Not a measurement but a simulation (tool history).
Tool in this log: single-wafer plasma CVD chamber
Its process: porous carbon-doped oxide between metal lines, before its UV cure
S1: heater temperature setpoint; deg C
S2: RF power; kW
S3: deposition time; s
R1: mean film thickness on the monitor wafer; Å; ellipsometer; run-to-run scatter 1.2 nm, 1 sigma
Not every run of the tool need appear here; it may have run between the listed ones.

run	hour	S1	S2	S3	R1
1	0	285	0.53	41.3	2636.1
2	7.8	291	0.52	41.2	2547.5
3	13.2	291	0.52	41.3	2577.7
4	17	291	0.545	41.3	2611.3
5	23.9	283	0.545	41.3	2741.6
6	25.2	283	0.545	41.3	2730.9
7	33.9	289	0.515	41.1	2552.4
8	39.7	294	0.495	41	2391.8
9	40.4	298	0.49	41	2323.7

What does the tool deliver on the next run?
10	47.7	300	0.49	41	?

{"run 10": {"R1": 2343.2}}
